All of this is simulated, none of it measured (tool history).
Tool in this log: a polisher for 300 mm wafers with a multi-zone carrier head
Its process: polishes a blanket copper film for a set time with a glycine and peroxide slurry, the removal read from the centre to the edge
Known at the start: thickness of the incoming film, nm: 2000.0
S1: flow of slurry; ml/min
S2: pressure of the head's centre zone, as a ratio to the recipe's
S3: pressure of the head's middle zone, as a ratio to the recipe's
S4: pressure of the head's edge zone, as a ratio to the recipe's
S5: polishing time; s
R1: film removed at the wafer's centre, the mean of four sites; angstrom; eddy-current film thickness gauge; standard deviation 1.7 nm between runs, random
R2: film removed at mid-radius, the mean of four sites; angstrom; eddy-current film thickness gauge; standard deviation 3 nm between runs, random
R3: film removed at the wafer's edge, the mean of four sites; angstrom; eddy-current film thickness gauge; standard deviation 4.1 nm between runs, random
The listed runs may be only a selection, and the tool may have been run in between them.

run	hour	S1	S2	S3	S4	S5	R1	R2	R3
1	0.0	295	1.00	1.00	1.00	81	5200.5	5156.6	5148.0
2	8.0	360	1.00	1.00	1.00	81	5238.4	5253.9	5048.7
3	15.3	360	1.03	1.00	1.00	81	5402.2	5179.5	5220.3
4	23.4	360	1.03	0.96	1.00	81	5378.0	5131.7	5131.2
5	26.6	360	1.00	0.94	0.99	73	4728.5	4531.9	4701.4
6	33.7	360	0.98	0.95	0.96	66	4224.5	4121.6	4201.1
7	37.3	365	0.96	0.96	0.94	61	3825.3	3832.7	3705.6
8	41.5	365	0.93	0.95	0.93	58	3542.3	3679.0	3601.3
9	47.2	365	0.92	0.95	0.91	55	3307.0	3417.8	3358.1

The next listed run, before its measurement:
10	51.7	365	0.91	0.95	0.89	54	?	?	?

{"run 10": {"R1": 3239.7, "R2": 3344.8, "R3": 3262.4}}
